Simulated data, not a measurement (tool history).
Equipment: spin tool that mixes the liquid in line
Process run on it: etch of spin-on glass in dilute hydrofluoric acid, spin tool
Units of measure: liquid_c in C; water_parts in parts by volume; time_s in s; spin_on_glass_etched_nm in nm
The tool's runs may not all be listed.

{"run": 1, "day": 0.0, "liquid_c": 25, "water_parts": 205, "time_s": 90, "spin_on_glass_etched_nm": 13.103}
{"run": 2, "day": 0.279, "liquid_c": 21.5, "water_parts": 205, "time_s": 90, "spin_on_glass_etched_nm": 11.55}
{"run": 3, "day": 0.304, "liquid_c": 21.5, "water_parts": 140, "time_s": 90, "spin_on_glass_etched_nm": 18.075}
{"run": 4, "day": 0.654, "liquid_c": 21.5, "water_parts": 140, "time_s": 90, "spin_on_glass_etched_nm": 17.88}
{"run": 5, "day": 0.912, "liquid_c": 19.5, "water_parts": 140, "time_s": 90, "spin_on_glass_etched_nm": 16.515}
{"run": 6, "day": 1.279, "liquid_c": 21, "water_parts": 140, "time_s": 90, "spin_on_glass_etched_nm": 17.827}
{"run": 7, "day": 1.567, "liquid_c": 25, "water_parts": 135, "time_s": 90, "spin_on_glass_etched_nm": 21.533}
{"run": 8, "day": 1.746, "liquid_c": 26, "water_parts": 135, "time_s": 90, "spin_on_glass_etched_nm": 22.241}

What does the tool deliver on the next run?
{"run": 9, "day": 1.888, "liquid_c": 27, "water_parts": 135, "time_s": 90, "spin_on_glass_etched_nm": "?"}

Run 9 measured spin_on_glass_etched_nm 23.565 nm.
